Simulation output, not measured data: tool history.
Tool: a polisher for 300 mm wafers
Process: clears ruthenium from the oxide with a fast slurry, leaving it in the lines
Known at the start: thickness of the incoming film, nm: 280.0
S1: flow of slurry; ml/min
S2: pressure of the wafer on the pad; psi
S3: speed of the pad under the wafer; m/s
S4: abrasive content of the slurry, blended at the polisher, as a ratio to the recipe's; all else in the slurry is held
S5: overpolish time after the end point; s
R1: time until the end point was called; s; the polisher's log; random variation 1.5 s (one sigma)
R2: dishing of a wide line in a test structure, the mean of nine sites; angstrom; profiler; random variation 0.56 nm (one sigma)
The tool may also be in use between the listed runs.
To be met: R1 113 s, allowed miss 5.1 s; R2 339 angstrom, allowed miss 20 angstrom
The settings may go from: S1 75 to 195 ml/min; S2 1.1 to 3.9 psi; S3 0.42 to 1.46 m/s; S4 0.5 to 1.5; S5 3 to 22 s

{"run": 1, "hour": 0.0, "S1": 125, "S2": 2.5, "S3": 0.94, "S4": 1, "S5": 11, "R1": 76.628, "R2": 381.17}
{"run": 2, "hour": 6.9, "S1": 125, "S2": 2, "S3": 0.94, "S4": 1, "S5": 11, "R1": 86.287, "R2": 348.93}
{"run": 3, "hour": 14.6, "S1": 125, "S2": 2, "S3": 0.94, "S4": 1, "S5": 14, "R1": 84.911, "R2": 442.1}
{"run": 4, "hour": 15.6, "S1": 125, "S2": 2, "S3": 0.94, "S4": 1, "S5": 10, "R1": 86.149, "R2": 322.93}
{"run": 5, "hour": 18.9, "S1": 120, "S2": 1.7, "S3": 0.94, "S4": 1, "S5": 11, "R1": 94.078, "R2": 314.41}
{"run": 6, "hour": 23.1, "S1": 115, "S2": 1.5, "S3": 0.94, "S4": 1, "S5": 12, "R1": 99.876, "R2": 327.02}
{"hour": 25.5, "done": "slurry blender recalibrated"}
{"run": 7, "hour": 25.5, "S1": 115, "S2": 1.5, "S3": 0.94, "S4": 1, "S5": 12, "R1": 94.057, "R2": 342.1}
{"run": 8, "hour": 30.6, "S1": 115, "S2": 1.4, "S3": 0.9, "S4": 1, "S5": 13, "R1": 99.197, "R2": 348.11}
{"run": 9, "hour": 37.7, "S1": 115, "S2": 1.3, "S3": 0.86, "S4": 1, "S5": 13, "R1": 107.04, "R2": 325.63}

Which of these 4 next moves meets every target?
{"run": "A", "hour": 44.8, "S1": 115, "S2": 1.1, "S3": 0.84, "S4": 1.05, "S5": 14, "R1": "?", "R2": "?"}
{"run": "B", "hour": 44.8, "S1": 130, "S2": 1.3, "S3": 0.76, "S4": 0.95, "S5": 13, "R1": "?", "R2": "?"}
{"run": "C", "hour": 44.8, "S1": 140, "S2": 1.2, "S3": 1.08, "S4": 0.75, "S5": 11, "R1": "?", "R2": "?"}
{"run": "D", "hour": 44.8, "S1": 110, "S2": 1.3, "S3": 0.88, "S4": 0.9, "S5": 12, "R1": "?", "R2": "?"}

move=A R1=115.27 R2=340.3
move=B R1=116.75 R2=313.53
move=C R1=104.81 R2=296.47
move=D R1=111.95 R2=302.45
A: meets every target
B: brings the result that was furthest off to its target, and leaves another outside
C: further off than the last run
D: brings the result that was furthest off to its target, and leaves another outside
The right move is A.
